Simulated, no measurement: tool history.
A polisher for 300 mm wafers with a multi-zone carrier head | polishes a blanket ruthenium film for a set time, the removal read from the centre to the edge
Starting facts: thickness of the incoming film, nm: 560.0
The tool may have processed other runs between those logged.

run,hour,flow of slurry (ml/min),pressure of the head's centre zone,pressure of the head's middle zone,pressure of the head's edge zone,polishing time (s),film removed at the wafer's centre (Å),film removed at mid-radius (Å),film removed at the wafer's edge (Å)
1,0,150,1,1,1,45,449.64,459.19,439.36
2,2.8,160,1,1,1.03,45,458.17,460.14,451.36
3,6.5,170,1,1,1.05,45,466.02,460.52,455.19
4,14.1,170,1,1,1.05,40,407.29,411.67,411.84
5,21.1,170,1,1.08,1.05,40,413.01,439.45,416.79
6,22.2,175,1.01,1.08,1.08,41,428.64,454.85,428.23
7,26.7,180,1.01,1.06,1.1,42,439.51,462.28,448.09
8,30.6,185,1.02,1.05,1.12,43,458.39,468.68,457.02
9,34.6,190,1.02,1.04,1.13,44,466.5,477.55,480.99
10,40.4,195,1.03,1.04,1.14,44,472.71,477.19,488.39

For run 11, what comes out?
11,46.9,200,1.04,1.04,1.14,44,?,?,?

{"run 11": {"film removed at the wafer's centre (Å)": 482.49, "film removed at mid-radius (Å)": 484.49, "film removed at the wafer's edge (Å)": 483.01}}
